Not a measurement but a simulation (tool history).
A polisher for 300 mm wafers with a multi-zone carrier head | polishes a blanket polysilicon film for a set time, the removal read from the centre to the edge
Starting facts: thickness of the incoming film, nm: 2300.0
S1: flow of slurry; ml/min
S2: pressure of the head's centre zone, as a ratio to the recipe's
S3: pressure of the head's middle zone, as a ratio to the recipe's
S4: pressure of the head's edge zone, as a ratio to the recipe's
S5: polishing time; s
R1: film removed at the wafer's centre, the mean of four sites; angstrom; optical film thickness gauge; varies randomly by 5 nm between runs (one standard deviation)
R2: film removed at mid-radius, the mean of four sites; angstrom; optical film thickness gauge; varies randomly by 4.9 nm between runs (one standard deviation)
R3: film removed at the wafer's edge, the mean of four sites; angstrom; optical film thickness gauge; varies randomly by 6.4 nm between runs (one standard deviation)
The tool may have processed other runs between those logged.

Run 1, hour 0: S1 120 ml/min, S2 1, S3 1, S4 1, S5 70 s. Result: R1 3904.5 angstrom, R2 3803.4 angstrom, R3 3972.2 angstrom.
Run 2, hour 8.5: S1 125 ml/min, S2 0.97, S3 1.02, S4 1.02, S5 71 s. Result: R1 3836.7 angstrom, R2 3945.3 angstrom, R3 3995.3 angstrom.
Run 3, hour 17: S1 125 ml/min, S2 0.95, S3 1.03, S4 1.04, S5 73 s. Result: R1 3904.4 angstrom, R2 4103.6 angstrom, R3 4241.5 angstrom.
Run 4, hour 18.6: S1 130 ml/min, S2 0.93, S3 1.05, S4 1.05, S5 73 s. Result: R1 3902.4 angstrom, R2 4253.3 angstrom, R3 4180 angstrom.
Run 5, hour 22.7: S1 130 ml/min, S2 0.93, S3 1.05, S4 1.05, S5 81 s. Result: R1 4344.4 angstrom, R2 4672.9 angstrom, R3 4722.2 angstrom.
Run 6, hour 27.7: S1 130 ml/min, S2 0.93, S3 0.96, S4 1.05, S5 81 s. Result: R1 4312.1 angstrom, R2 4411.6 angstrom, R3 4705.5 angstrom.
Run 7, hour 31.4: S1 130 ml/min, S2 0.93, S3 0.96, S4 1.05, S5 81 s. Result: R1 4246.6 angstrom, R2 4245.4 angstrom, R3 4668.8 angstrom.
Run 8, hour 35.2: S1 130 ml/min, S2 0.91, S3 0.98, S4 1.06, S5 81 s. Result: R1 4170.5 angstrom, R2 4429.3 angstrom, R3 4627.4 angstrom.

Run 9 has not been measured yet. What should we expect?
Run 9, hour 38: S1 130 ml/min, S2 0.89, S3 0.99, S4 1.07, S5 81 s. Result: R1 ?, R2 ?, R3 ?.

R1: 4057.1 angstrom
R2: 4561.9 angstrom
R3: 4713.2 angstrom
